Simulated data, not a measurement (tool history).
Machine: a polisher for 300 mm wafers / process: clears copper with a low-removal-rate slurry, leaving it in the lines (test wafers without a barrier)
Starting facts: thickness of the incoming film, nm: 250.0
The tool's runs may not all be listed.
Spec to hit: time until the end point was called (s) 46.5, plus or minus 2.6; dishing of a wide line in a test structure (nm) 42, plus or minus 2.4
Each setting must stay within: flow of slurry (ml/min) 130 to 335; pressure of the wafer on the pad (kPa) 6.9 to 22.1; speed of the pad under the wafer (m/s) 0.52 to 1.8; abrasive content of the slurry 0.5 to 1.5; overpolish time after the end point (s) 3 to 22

run	hour	flow of slurry (ml/min)	pressure of the wafer on the pad (kPa)	speed of the pad under the wafer (m/s)	abrasive content of the slurry	overpolish time after the end point (s)	time until the end point was called (s)	dishing of a wide line in a test structure (nm)
1	0	215	14.5	1.16	1	11	90.927	19.372
2	2.3	215	14.5	1.16	0.85	11	94.257	18.244
3	6.1	215	11	1.16	0.85	11	120.78	14.099
4	15	215	11	1.26	0.85	11	109.42	15.491
# hour 16.4: slurry nozzle cleaned
5	16.4	215	12.4	1.28	0.85	11	91.924	18.106
6	18.7	215	13.8	1.28	0.85	11	82.276	20.503
7	20.8	215	17.9	1.3	0.85	13	62.546	28.793
8	21.7	215	18.6	1.3	0.85	13	62.867	29.968
9	25	215	19.3	1.32	0.85	13	59.043	32.048
10	33.2	215	20	1.34	0.85	13	55.641	32.48

Which of these 4 next moves meets every target?
A	41.4	220	20	1.42	0.8	19	?	?
B	41.4	195	19.3	1.64	0.95	15	?	?
C	41.4	305	21.4	1.1	1.1	9	?	?
D	41.4	135	22.1	1.56	0.75	19	?	?

move	time until the end point was called (s)	dishing of a wide line in a test structure (nm)
A	53.856	45.161
B	47.513	41.624
C	59.16	23.266
D	47.749	49.38
A: carries the result that was furthest off beyond its target, to the other side
B: hits every target within its allowed miss
C: further off than the last run
D: carries the result that was furthest off beyond its target, to the other side
Go with B: it meets all targets.
